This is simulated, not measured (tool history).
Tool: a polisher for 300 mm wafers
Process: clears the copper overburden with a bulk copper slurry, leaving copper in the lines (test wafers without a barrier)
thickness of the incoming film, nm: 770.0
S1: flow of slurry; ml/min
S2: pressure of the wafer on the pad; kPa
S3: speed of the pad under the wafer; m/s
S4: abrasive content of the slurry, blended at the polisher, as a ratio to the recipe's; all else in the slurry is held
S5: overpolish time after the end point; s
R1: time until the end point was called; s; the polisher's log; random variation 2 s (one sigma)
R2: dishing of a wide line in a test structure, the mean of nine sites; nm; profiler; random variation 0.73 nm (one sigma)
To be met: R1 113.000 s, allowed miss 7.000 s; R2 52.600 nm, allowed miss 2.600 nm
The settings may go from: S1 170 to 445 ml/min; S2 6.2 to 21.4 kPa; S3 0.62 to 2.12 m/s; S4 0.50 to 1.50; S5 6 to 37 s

Run 1, hour 0.0: S1 285 ml/min, S2 13.8 kPa, S3 1.36 m/s, S4 1.00, S5 19 s. Result: R1 90.777 s, R2 87.880 nm.
Run 2, hour 8.8: S1 285 ml/min, S2 13.1 kPa, S3 1.36 m/s, S4 1.00, S5 17 s. Result: R1 92.762 s, R2 78.912 nm.
Run 3, hour 9.4: S1 285 ml/min, S2 13.1 kPa, S3 1.70 m/s, S4 1.00, S5 17 s. Result: R1 73.714 s, R2 92.399 nm.
Run 4, hour 12.8: S1 225 ml/min, S2 13.1 kPa, S3 1.70 m/s, S4 1.00, S5 17 s. Result: R1 77.728 s, R2 88.715 nm.
Run 5, hour 20.9: S1 225 ml/min, S2 13.1 kPa, S3 1.70 m/s, S4 0.80, S5 17 s. Result: R1 82.201 s, R2 87.644 nm.
Run 6, hour 26.0: S1 225 ml/min, S2 13.1 kPa, S3 2.00 m/s, S4 0.80, S5 17 s. Result: R1 70.695 s, R2 95.789 nm.
Run 7, hour 30.3: S1 220 ml/min, S2 9.0 kPa, S3 1.82 m/s, S4 0.75, S5 8 s. Result: R1 103.200 s, R2 41.901 nm.
Run 8, hour 36.4: S1 220 ml/min, S2 9.0 kPa, S3 1.82 m/s, S4 0.75, S5 8 s. Result: R1 105.620 s, R2 41.000 nm.
Run 9, hour 37.5: S1 220 ml/min, S2 9.0 kPa, S3 1.78 m/s, S4 0.75, S5 9 s. Result: R1 105.430 s, R2 43.719 nm.
Run 10, hour 43.7: S1 220 ml/min, S2 9.0 kPa, S3 1.64 m/s, S4 0.75, S5 16 s. Result: R1 113.020 s, R2 63.191 nm.
Run 11, hour 50.3: S1 225 ml/min, S2 9.0 kPa, S3 1.66 m/s, S4 0.75, S5 15 s. Result: R1 114.400 s, R2 61.689 nm.
Run 12, hour 56.2: S1 230 ml/min, S2 9.0 kPa, S3 1.66 m/s, S4 0.75, S5 15 s. Result: R1 113.540 s, R2 61.477 nm.
Run 13, hour 63.7: S1 235 ml/min, S2 8.3 kPa, S3 1.68 m/s, S4 0.80, S5 14 s. Result: R1 116.370 s, R2 58.494 nm.
Run 14, hour 68.4: S1 230 ml/min, S2 9.0 kPa, S3 1.66 m/s, S4 0.75, S5 13 s. Result: R1 115.170 s, R2 56.470 nm.
Run 15, hour 73.9: S1 225 ml/min, S2 9.0 kPa, S3 1.66 m/s, S4 0.75, S5 13 s. Result: R1 116.090 s, R2 55.966 nm.

5 next moves are on the table. One of them brings every result within its allowed miss. Which?
Run A, hour 79.4: S1 175 ml/min, S2 8.3 kPa, S3 1.44 m/s, S4 1.15, S5 12 s. Result: R1 ?, R2 ?.
Run B, hour 79.4: S1 255 ml/min, S2 9.0 kPa, S3 1.94 m/s, S4 0.80, S5 10 s. Result: R1 ?, R2 ?.
Run C, hour 79.4: S1 270 ml/min, S2 6.9 kPa, S3 1.82 m/s, S4 0.65, S5 16 s. Result: R1 ?, R2 ?.
Run D, hour 79.4: S1 180 ml/min, S2 8.3 kPa, S3 1.74 m/s, S4 0.85, S5 12 s. Result: R1 ?, R2 ?.
Run E, hour 79.4: S1 260 ml/min, S2 8.3 kPa, S3 1.78 m/s, S4 0.80, S5 14 s. Result: R1 ?, R2 ?.

move       R1      R2
   A  132.850  46.899
   B   96.113  52.539
   C  127.540  58.311
   D  116.310  51.818
   E  110.800  59.839
A: takes the result that was furthest off past its target
B: brings the result that was furthest off to its target, and leaves another outside
C: further off than the last run
D: meets every target
E: further off than the last run
Answer: D
